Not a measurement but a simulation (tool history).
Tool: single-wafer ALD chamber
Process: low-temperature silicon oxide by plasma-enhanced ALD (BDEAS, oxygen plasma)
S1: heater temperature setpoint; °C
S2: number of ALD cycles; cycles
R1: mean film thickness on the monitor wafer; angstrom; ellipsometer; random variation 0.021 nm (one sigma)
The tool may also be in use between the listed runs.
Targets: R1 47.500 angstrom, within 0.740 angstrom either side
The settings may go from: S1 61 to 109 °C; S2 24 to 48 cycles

Run 1, hour 0.0: S1 85 °C, S2 36 cycles. Result: R1 55.694 angstrom.
Run 2, hour 7.2: S1 85 °C, S2 38 cycles. Result: R1 58.946 angstrom.
Run 3, hour 7.8: S1 88 °C, S2 37 cycles. Result: R1 56.625 angstrom.
Run 4, hour 15.1: S1 88 °C, S2 33 cycles. Result: R1 50.814 angstrom.
Run 5, hour 21.0: S1 88 °C, S2 30 cycles. Result: R1 46.256 angstrom.
Run 6, hour 23.0: S1 87 °C, S2 30 cycles. Result: R1 46.179 angstrom.
Run 7, hour 26.0: S1 86 °C, S2 30 cycles. Result: R1 46.137 angstrom.
Run 8, hour 33.1: S1 84 °C, S2 30 cycles. Result: R1 46.706 angstrom.

Which single option among these 5 for the next run brings every result within its allowed miss of target? Just one does.
Run A, hour 40.2: S1 69 °C, S2 28 cycles. Result: R1 ?.
Run B, hour 40.2: S1 73 °C, S2 30 cycles. Result: R1 ?.
Run C, hour 40.2: S1 72 °C, S2 30 cycles. Result: R1 ?.
Run D, hour 40.2: S1 83 °C, S2 29 cycles. Result: R1 ?.
Run E, hour 40.2: S1 80 °C, S2 30 cycles. Result: R1 ?.

move      R1
   A  45.985
   B  48.545
   C  48.726
   D  45.177
   E  47.278
A: the biggest miss grows against the last run
B: carries the result that was furthest off beyond its target, to the other side
C: carries the result that was furthest off beyond its target, to the other side
D: the biggest miss grows against the last run
E: every result within its allowed miss
Move E is the one to make.
